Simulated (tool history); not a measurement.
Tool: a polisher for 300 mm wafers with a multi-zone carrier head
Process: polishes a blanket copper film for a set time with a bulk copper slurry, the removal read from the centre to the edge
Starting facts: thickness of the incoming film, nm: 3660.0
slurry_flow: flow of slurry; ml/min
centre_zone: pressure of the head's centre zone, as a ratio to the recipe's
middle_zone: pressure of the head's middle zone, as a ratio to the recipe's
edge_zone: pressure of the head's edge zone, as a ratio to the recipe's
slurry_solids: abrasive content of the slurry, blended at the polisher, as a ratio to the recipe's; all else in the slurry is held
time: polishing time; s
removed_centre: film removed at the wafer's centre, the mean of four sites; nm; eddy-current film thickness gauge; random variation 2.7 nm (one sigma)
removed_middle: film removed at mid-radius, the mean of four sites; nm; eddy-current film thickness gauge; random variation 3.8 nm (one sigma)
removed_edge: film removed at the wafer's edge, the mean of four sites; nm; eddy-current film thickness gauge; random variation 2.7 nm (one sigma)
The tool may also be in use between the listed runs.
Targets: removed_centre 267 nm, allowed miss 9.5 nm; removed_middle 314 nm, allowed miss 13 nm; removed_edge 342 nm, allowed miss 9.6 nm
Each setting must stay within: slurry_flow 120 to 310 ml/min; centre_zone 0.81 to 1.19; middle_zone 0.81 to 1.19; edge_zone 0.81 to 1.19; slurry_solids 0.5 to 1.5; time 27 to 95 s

Run 1, hour 0: slurry_flow 200 ml/min, centre_zone 1, middle_zone 1, edge_zone 1, slurry_solids 1, time 61 s. Result: removed_centre 293.36 nm, removed_middle 290.8 nm, removed_edge 299.67 nm.
Run 2, hour 8.2: slurry_flow 180 ml/min, centre_zone 1, middle_zone 1, edge_zone 1, slurry_solids 1, time 61 s. Result: removed_centre 295.76 nm, removed_middle 294.52 nm, removed_edge 300.8 nm.
Run 3, hour 9.1: slurry_flow 180 ml/min, centre_zone 0.97, middle_zone 1, edge_zone 1.03, slurry_solids 1.05, time 61 s. Result: removed_centre 288.97 nm, removed_middle 294.52 nm, removed_edge 306.47 nm.
Run 4, hour 10.9: slurry_flow 180 ml/min, centre_zone 0.97, middle_zone 1, edge_zone 0.98, slurry_solids 1.05, time 61 s. Result: removed_centre 281.9 nm, removed_middle 301.6 nm, removed_edge 296.28 nm.
Run 5, hour 17.6: slurry_flow 180 ml/min, centre_zone 0.94, middle_zone 1, edge_zone 1.01, slurry_solids 1.1, time 61 s. Result: removed_centre 284.05 nm, removed_middle 292.09 nm, removed_edge 301.8 nm.
Run 6, hour 18.2: slurry_flow 180 ml/min, centre_zone 0.94, middle_zone 1, edge_zone 1.01, slurry_solids 1, time 61 s. Result: removed_centre 273.86 nm, removed_middle 296.26 nm, removed_edge 302.94 nm.
Run 7, hour 26.7: slurry_flow 180 ml/min, centre_zone 0.92, middle_zone 1.01, edge_zone 1.03, slurry_solids 1, time 62 s. Result: removed_centre 279.88 nm, removed_middle 296.69 nm, removed_edge 307.6 nm.
Run 8, hour 35.2: slurry_flow 170 ml/min, centre_zone 0.9, middle_zone 1.01, edge_zone 1.04, slurry_solids 0.95, time 63 s. Result: removed_centre 269.88 nm, removed_middle 303.98 nm, removed_edge 309.74 nm.
Run 9, hour 38.6: slurry_flow 170 ml/min, centre_zone 0.88, middle_zone 1.01, edge_zone 1.06, slurry_solids 0.95, time 63 s. Result: removed_centre 269.3 nm, removed_middle 302.93 nm, removed_edge 316.66 nm.
Run 10, hour 45: slurry_flow 170 ml/min, centre_zone 0.87, middle_zone 1.02, edge_zone 1.08, slurry_solids 0.95, time 63 s. Result: removed_centre 254.56 nm, removed_middle 300.34 nm, removed_edge 319.03 nm.
Run 11, hour 51: slurry_flow 175 ml/min, centre_zone 0.87, middle_zone 1.03, edge_zone 1.09, slurry_solids 1, time 63 s. Result: removed_centre 258.17 nm, removed_middle 303.4 nm, removed_edge 318 nm.
Run 12, hour 52.9: slurry_flow 175 ml/min, centre_zone 0.87, middle_zone 1.03, edge_zone 1.09, slurry_solids 1, time 63 s. Result: removed_centre 262.34 nm, removed_middle 315.47 nm, removed_edge 314.97 nm.
Run 13, hour 60: slurry_flow 175 ml/min, centre_zone 0.86, middle_zone 1.02, edge_zone 1.1, slurry_solids 1, time 64 s. Result: removed_centre 264.5 nm, removed_middle 309.91 nm, removed_edge 325.57 nm.
Run 14, hour 65.6: slurry_flow 175 ml/min, centre_zone 0.86, middle_zone 1.02, edge_zone 1.11, slurry_solids 1, time 64 s. Result: removed_centre 266.9 nm, removed_middle 307.24 nm, removed_edge 325.76 nm.
Run 15, hour 69.7: slurry_flow 175 ml/min, centre_zone 0.85, middle_zone 1.02, edge_zone 1.12, slurry_solids 1, time 64 s. Result: removed_centre 259.7 nm, removed_middle 309.67 nm, removed_edge 331.92 nm.
Run 16, hour 78.2: slurry_flow 175 ml/min, centre_zone 0.85, middle_zone 1.02, edge_zone 1.12, slurry_solids 1, time 64 s. Result: removed_centre 260.83 nm, removed_middle 318.29 nm, removed_edge 326.9 nm.
Run 17, hour 87.2: slurry_flow 170 ml/min, centre_zone 0.85, middle_zone 1, edge_zone 1.13, slurry_solids 1, time 64 s. Result: removed_centre 260.33 nm, removed_middle 306.98 nm, removed_edge 331.2 nm.
Run 18, hour 89.8: slurry_flow 170 ml/min, centre_zone 0.85, middle_zone 1, edge_zone 1.13, slurry_solids 1, time 64 s. Result: removed_centre 265.37 nm, removed_middle 303.98 nm, removed_edge 329.65 nm.

Consider the 4 candidate settings below. Which is the only one whose results all fall within their allowed miss of target?
Run A, hour 92.4: slurry_flow 125 ml/min, centre_zone 0.85, middle_zone 1.01, edge_zone 1.14, slurry_solids 1.1, time 66 s. Result: removed_centre ?, removed_middle ?, removed_edge ?.
Run B, hour 92.4: slurry_flow 170 ml/min, centre_zone 0.89, middle_zone 1.1, edge_zone 1.11, slurry_solids 1.2, time 61 s. Result: removed_centre ?, removed_middle ?, removed_edge ?.
Run C, hour 92.4: slurry_flow 180 ml/min, centre_zone 0.95, middle_zone 1.11, edge_zone 1.17, slurry_solids 1, time 60 s. Result: removed_centre ?, removed_middle ?, removed_edge ?.
Run D, hour 92.4: slurry_flow 150 ml/min, centre_zone 0.84, middle_zone 0.87, edge_zone 1.19, slurry_solids 1.05, time 65 s. Result: removed_centre ?, removed_middle ?, removed_edge ?.

move  removed_centre  removed_middle  removed_edge
   A          268.05          310.71        342.07
   B          272.08          322.39         323.2
   C          278.17          310.69        316.51
   D          263.21          272.28         345.7
A: all results in spec
B: its largest miss is bigger than the last run's
C: its largest miss is bigger than the last run's
D: corrects the largest miss of the last run, while another result sits out of spec
The right move is A.

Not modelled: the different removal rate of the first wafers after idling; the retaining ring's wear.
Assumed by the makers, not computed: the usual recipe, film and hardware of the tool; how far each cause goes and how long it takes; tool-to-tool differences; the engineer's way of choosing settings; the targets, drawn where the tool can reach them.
